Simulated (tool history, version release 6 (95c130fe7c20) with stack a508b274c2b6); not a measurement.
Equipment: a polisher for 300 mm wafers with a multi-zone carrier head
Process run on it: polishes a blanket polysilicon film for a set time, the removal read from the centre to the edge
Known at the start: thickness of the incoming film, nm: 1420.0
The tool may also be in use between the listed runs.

run  hour  flow of slurry (ml/min)  pressure of the head's centre zone  pressure of the head's middle zone  pressure of the head's edge zone  polishing time (s)  film removed at the wafer's centre (Å)  film removed at mid-radius (Å)  film removed at the wafer's edge (Å)
  1     0                      165                                   1                                   1                                 1                  60                                  4429.6                          4580.7                                4454.3
  2   5.6                      155                                0.98                                0.97                              0.97                  56                                  4036.1                          4124.7                                4089.2
  3   7.6                      155                                1.04                                0.97                              0.97                  56                                    4346                          4076.8                                4114.6
  4  11.9                      150                                1.01                                0.95                              0.95                  53                                  3977.5                          3744.3                                3817.6
  5  12.8                      145                                0.98                                0.93                              0.93                  51                                  3693.1                          3586.8                                3650.8
  6  16.8                      145                                0.94                                0.93                              0.93                  51                                  3592.5                          3533.1                                  3625
  7  20.6                      140                                0.92                                0.92                              0.91                  50                                  3306.5                          3392.1                                3544.8
  8  21.8                      140                                0.92                                0.92                              0.89                  48                                  3202.3                          3310.9                                3347.9

Expected results for the next run?
  9  25.7                      135                                0.91                                0.91                              0.88                  48                                       ?                               ?                                     ?

film removed at the wafer's centre (Å): 3111
film removed at mid-radius (Å): 3236.7
film removed at the wafer's edge (Å): 3302.4
